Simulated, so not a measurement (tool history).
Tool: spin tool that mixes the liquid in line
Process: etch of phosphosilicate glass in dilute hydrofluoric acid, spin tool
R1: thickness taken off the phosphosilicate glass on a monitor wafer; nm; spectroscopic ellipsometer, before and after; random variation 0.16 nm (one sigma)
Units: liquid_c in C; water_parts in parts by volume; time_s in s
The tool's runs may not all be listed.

Run 1, hour 0.0: liquid_c 23.0 C, water_parts 255 parts by volume, time_s 55 s. Result: R1 13.513 nm.
Run 2, hour 5.0: liquid_c 24.0 C, water_parts 255 parts by volume, time_s 55 s. Result: R1 13.807 nm.
Run 3, hour 10.1: liquid_c 25.0 C, water_parts 255 parts by volume, time_s 55 s. Result: R1 14.441 nm.
Run 4, hour 18.7: liquid_c 25.5 C, water_parts 255 parts by volume, time_s 55 s. Result: R1 14.521 nm.
Run 5, hour 27.4: liquid_c 22.0 C, water_parts 255 parts by volume, time_s 55 s. Result: R1 13.006 nm.
Run 6, hour 36.3: liquid_c 23.0 C, water_parts 255 parts by volume, time_s 55 s. Result: R1 13.164 nm.
Run 7, hour 38.9: liquid_c 24.0 C, water_parts 255 parts by volume, time_s 55 s. Result: R1 13.909 nm.
Run 8, hour 45.9: liquid_c 24.0 C, water_parts 255 parts by volume, time_s 55 s. Result: R1 13.683 nm.
Run 9, hour 49.8: liquid_c 25.0 C, water_parts 255 parts by volume, time_s 55 s. Result: R1 14.025 nm.
Run 10, hour 54.3: liquid_c 26.0 C, water_parts 255 parts by volume, time_s 55 s. Result: R1 14.767 nm.

Run 11 comes next. What will it give?
Run 11, hour 62.4: liquid_c 26.5 C, water_parts 255 parts by volume, time_s 55 s. Result: R1 ?.

Run 11 gave R1 15.308 nm.
